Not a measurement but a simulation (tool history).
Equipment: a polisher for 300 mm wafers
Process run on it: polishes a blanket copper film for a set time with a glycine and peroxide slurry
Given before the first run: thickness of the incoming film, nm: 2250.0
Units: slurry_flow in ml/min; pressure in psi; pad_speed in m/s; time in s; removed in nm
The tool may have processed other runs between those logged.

run,hour,slurry_flow,pressure,pad_speed,time,removed
1,0,210,1.8,0.88,44,170.23
2,8,215,2.1,0.92,44,199.01
3,17,215,2.1,0.92,40,182.26
4,25.9,165,2.1,0.92,40,182.33
5,26.6,165,2.4,0.92,40,195.53
6,28.3,165,2.5,1,40,220.72
7,37.3,165,2.6,1.04,40,227.12

Run 8 has not been measured yet. What should we expect?
8,45.2,170,2.8,1.28,42,?

For run 8 the tool returned removed 310.73 nm.
